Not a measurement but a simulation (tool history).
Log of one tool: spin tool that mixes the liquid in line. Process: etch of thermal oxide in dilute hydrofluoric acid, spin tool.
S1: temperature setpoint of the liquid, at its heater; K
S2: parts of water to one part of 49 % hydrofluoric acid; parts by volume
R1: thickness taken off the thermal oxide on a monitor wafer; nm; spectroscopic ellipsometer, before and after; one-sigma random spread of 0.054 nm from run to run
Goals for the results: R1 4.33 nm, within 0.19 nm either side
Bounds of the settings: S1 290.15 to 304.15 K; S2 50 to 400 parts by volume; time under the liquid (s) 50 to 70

{"run": 1, "hour": 0.0, "S1": 296.15, "S2": 225, "time under the liquid (s)": 70, "R1": 1.3971}
{"run": 2, "hour": 2.9, "S1": 297.65, "S2": 190, "time under the liquid (s)": 70, "R1": 1.7773}
{"run": 3, "hour": 4.9, "S1": 298.65, "S2": 165, "time under the liquid (s)": 70, "R1": 2.264}
{"run": 4, "hour": 7.2, "S1": 298.65, "S2": 165, "time under the liquid (s)": 50, "R1": 1.6067}
{"run": 5, "hour": 11.0, "S1": 295.65, "S2": 165, "time under the liquid (s)": 50, "R1": 1.4516}
{"run": 6, "hour": 19.2, "S1": 295.65, "S2": 205, "time under the liquid (s)": 50, "R1": 1.1052}
{"run": 7, "hour": 22.3, "S1": 297.15, "S2": 175, "time under the liquid (s)": 50, "R1": 1.4162}
{"run": 8, "hour": 23.3, "S1": 298.65, "S2": 150, "time under the liquid (s)": 55, "R1": 1.9475}
{"run": 9, "hour": 27.1, "S1": 299.65, "S2": 130, "time under the liquid (s)": 55, "R1": 2.4755}
{"hour": 34.8, "done": "thermometer replaced"}
{"run": 10, "hour": 34.8, "S1": 300.65, "S2": 120, "time under the liquid (s)": 55, "R1": 2.5668}
{"run": 11, "hour": 36.8, "S1": 301.15, "S2": 105, "time under the liquid (s)": 55, "R1": 3.0487}
{"run": 12, "hour": 41.5, "S1": 301.65, "S2": 100, "time under the liquid (s)": 55, "R1": 3.3162}
{"run": 13, "hour": 45.7, "S1": 304.15, "S2": 65, "time under the liquid (s)": 55, "R1": 5.9105}
{"run": 14, "hour": 46.6, "S1": 304.15, "S2": 65, "time under the liquid (s)": 55, "R1": 5.844}
{"run": 15, "hour": 50.0, "S1": 303.65, "S2": 65, "time under the liquid (s)": 55, "R1": 5.751}
{"run": 16, "hour": 58.9, "S1": 303.15, "S2": 65, "time under the liquid (s)": 55, "R1": 5.6219}
{"run": 17, "hour": 62.1, "S1": 302.15, "S2": 65, "time under the liquid (s)": 55, "R1": 5.4463}
{"run": 18, "hour": 66.5, "S1": 301.15, "S2": 65, "time under the liquid (s)": 55, "R1": 5.0909}
{"run": 19, "hour": 67.4, "S1": 300.65, "S2": 65, "time under the liquid (s)": 55, "R1": 5.1072}

4 candidate next runs follow, results not yet known. Just one meets every target within its allowed miss. Identify it.
{"run": "A", "hour": 68.3, "S1": 302.15, "S2": 85, "time under the liquid (s)": 60, "R1": "?"}
{"run": "B", "hour": 68.3, "S1": 299.65, "S2": 50, "time under the liquid (s)": 55, "R1": "?"}
{"run": "C", "hour": 68.3, "S1": 299.65, "S2": 70, "time under the liquid (s)": 70, "R1": "?"}
{"run": "D", "hour": 68.3, "S1": 303.15, "S2": 50, "time under the liquid (s)": 50, "R1": "?"}

move=A R1=4.4053
move=B R1=6.5377
move=C R1=5.7805
move=D R1=6.8315
A: each result inside its tolerance
B: further off than the last run
C: further off than the last run
D: further off than the last run
A meets every target.
